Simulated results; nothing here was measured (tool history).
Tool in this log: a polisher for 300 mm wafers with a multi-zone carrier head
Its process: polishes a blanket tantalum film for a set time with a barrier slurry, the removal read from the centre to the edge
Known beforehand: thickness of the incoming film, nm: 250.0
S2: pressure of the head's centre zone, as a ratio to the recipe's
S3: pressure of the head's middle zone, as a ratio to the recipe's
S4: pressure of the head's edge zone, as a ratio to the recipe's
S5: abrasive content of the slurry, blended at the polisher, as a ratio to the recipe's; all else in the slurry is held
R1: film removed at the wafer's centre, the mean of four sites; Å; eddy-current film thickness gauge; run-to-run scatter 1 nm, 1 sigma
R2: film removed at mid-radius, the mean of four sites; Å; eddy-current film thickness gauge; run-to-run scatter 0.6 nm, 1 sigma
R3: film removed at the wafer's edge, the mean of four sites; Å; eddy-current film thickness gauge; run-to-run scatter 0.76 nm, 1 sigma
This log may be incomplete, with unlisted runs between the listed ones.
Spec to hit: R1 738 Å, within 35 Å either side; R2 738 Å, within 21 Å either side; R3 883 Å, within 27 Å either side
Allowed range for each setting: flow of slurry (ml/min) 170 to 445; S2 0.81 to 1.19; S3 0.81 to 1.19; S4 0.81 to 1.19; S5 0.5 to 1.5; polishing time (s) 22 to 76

{"run": 1, "hour": 0.0, "flow of slurry (ml/min)": 285, "S2": 1, "S3": 1, "S4": 1, "S5": 1, "polishing time (s)": 49, "R1": 851.4, "R2": 823.7, "R3": 834.07}
{"run": 2, "hour": 5.0, "flow of slurry (ml/min)": 285, "S2": 1, "S3": 1, "S4": 1, "S5": 0.8, "polishing time (s)": 49, "R1": 802.42, "R2": 799.19, "R3": 805.03}
{"run": 3, "hour": 13.8, "flow of slurry (ml/min)": 280, "S2": 0.99, "S3": 0.98, "S4": 1.02, "S5": 0.8, "polishing time (s)": 49, "R1": 795.69, "R2": 775.44, "R3": 815.87}
{"run": 4, "hour": 14.9, "flow of slurry (ml/min)": 220, "S2": 0.99, "S3": 0.98, "S4": 1.02, "S5": 0.8, "polishing time (s)": 49, "R1": 769.69, "R2": 757.35, "R3": 782.65}
{"run": 5, "hour": 23.6, "flow of slurry (ml/min)": 220, "S2": 0.99, "S3": 0.98, "S4": 1.02, "S5": 0.8, "polishing time (s)": 42, "R1": 651.11, "R2": 637.6, "R3": 670.29}
{"run": 6, "hour": 29.6, "flow of slurry (ml/min)": 220, "S2": 1.02, "S3": 0.98, "S4": 1.02, "S5": 0.8, "polishing time (s)": 42, "R1": 692.35, "R2": 650.15, "R3": 672.84}
{"run": 7, "hour": 32.3, "flow of slurry (ml/min)": 245, "S2": 0.93, "S3": 0.93, "S4": 1.12, "S5": 1.05, "polishing time (s)": 44, "R1": 685.65, "R2": 691.19, "R3": 800.03}
{"run": 8, "hour": 36.5, "flow of slurry (ml/min)": 260, "S2": 0.93, "S3": 0.93, "S4": 1.13, "S5": 1.05, "polishing time (s)": 44, "R1": 693.68, "R2": 702.67, "R3": 799.2}
{"run": 9, "hour": 39.3, "flow of slurry (ml/min)": 260, "S2": 0.93, "S3": 0.93, "S4": 1.13, "S5": 1.05, "polishing time (s)": 44, "R1": 714.63, "R2": 698.24, "R3": 806.42}
{"run": 10, "hour": 43.9, "flow of slurry (ml/min)": 260, "S2": 0.93, "S3": 0.93, "S4": 1.13, "S5": 1.05, "polishing time (s)": 44, "R1": 706.4, "R2": 691, "R3": 802.25}
{"hour": 52.4, "done": "worn pad replaced by a new one"}
{"run": 11, "hour": 52.4, "flow of slurry (ml/min)": 300, "S2": 0.9, "S3": 0.93, "S4": 1.19, "S5": 1.25, "polishing time (s)": 44, "R1": 777.88, "R2": 790.13, "R3": 923.02}
{"run": 12, "hour": 58.8, "flow of slurry (ml/min)": 290, "S2": 0.9, "S3": 0.93, "S4": 1.19, "S5": 1.25, "polishing time (s)": 44, "R1": 776.9, "R2": 783.72, "R3": 922.33}
{"run": 13, "hour": 65.8, "flow of slurry (ml/min)": 280, "S2": 0.9, "S3": 0.93, "S4": 1.19, "S5": 1.25, "polishing time (s)": 44, "R1": 772.67, "R2": 785.15, "R3": 923.72}
{"run": 14, "hour": 71.5, "flow of slurry (ml/min)": 275, "S2": 0.9, "S3": 0.93, "S4": 1.18, "S5": 1.25, "polishing time (s)": 44, "R1": 768.31, "R2": 776.9, "R3": 925.29}
{"run": 15, "hour": 72.5, "flow of slurry (ml/min)": 275, "S2": 0.9, "S3": 0.93, "S4": 1.17, "S5": 1.25, "polishing time (s)": 44, "R1": 759.35, "R2": 768.82, "R3": 909.29}
{"run": 16, "hour": 79.9, "flow of slurry (ml/min)": 270, "S2": 0.9, "S3": 0.93, "S4": 1.17, "S5": 1.25, "polishing time (s)": 44, "R1": 740.41, "R2": 770.1, "R3": 917.08}
{"run": 17, "hour": 84.6, "flow of slurry (ml/min)": 270, "S2": 0.91, "S3": 0.92, "S4": 1.15, "S5": 1.2, "polishing time (s)": 44, "R1": 770.17, "R2": 764.47, "R3": 898.38}
{"run": 18, "hour": 85.7, "flow of slurry (ml/min)": 265, "S2": 0.91, "S3": 0.92, "S4": 1.15, "S5": 1.2, "polishing time (s)": 44, "R1": 787.58, "R2": 764.16, "R3": 901.44}
{"run": 19, "hour": 93.9, "flow of slurry (ml/min)": 260, "S2": 0.91, "S3": 0.92, "S4": 1.15, "S5": 1.2, "polishing time (s)": 44, "R1": 765.47, "R2": 762.79, "R3": 897.22}

Of the 5 settings listed for the next run, only one would bring every result within its allowed miss of target. Which one?
{"run": "A", "hour": 102.1, "flow of slurry (ml/min)": 260, "S2": 0.89, "S3": 0.89, "S4": 1.14, "S5": 0.95, "polishing time (s)": 46, "R1": "?", "R2": "?", "R3": "?"}
{"run": "B", "hour": 102.1, "flow of slurry (ml/min)": 350, "S2": 1, "S3": 0.9, "S4": 1.08, "S5": 1.5, "polishing time (s)": 40, "R1": "?", "R2": "?", "R3": "?"}
{"run": "C", "hour": 102.1, "flow of slurry (ml/min)": 225, "S2": 0.85, "S3": 0.82, "S4": 1.16, "S5": 1.2, "polishing time (s)": 47, "R1": "?", "R2": "?", "R3": "?"}
{"run": "D", "hour": 102.1, "flow of slurry (ml/min)": 270, "S2": 0.86, "S3": 0.98, "S4": 1.13, "S5": 1.2, "polishing time (s)": 45, "R1": "?", "R2": "?", "R3": "?"}
{"run": "E", "hour": 102.1, "flow of slurry (ml/min)": 260, "S2": 0.93, "S3": 0.86, "S4": 1.12, "S5": 1.5, "polishing time (s)": 44, "R1": "?", "R2": "?", "R3": "?"}

move=A R1=738.27 R2=747.92 R3=897.41
move=B R1=813.74 R2=737.05 R3=846.57
move=C R1=736.88 R2=733.07 R3=954.65
move=D R1=733.84 R2=833.27 R3=916.12
move=E R1=803.84 R2=757.31 R3=926.89
A: in spec on every target
B: meets the target for the result that was furthest off, but another lies outside its allowed miss
C: meets the target for the result that was furthest off, but another lies outside its allowed miss
D: the biggest miss grows against the last run
E: meets the target for the result that was furthest off, but another lies outside its allowed miss
The move that meets every target is A.
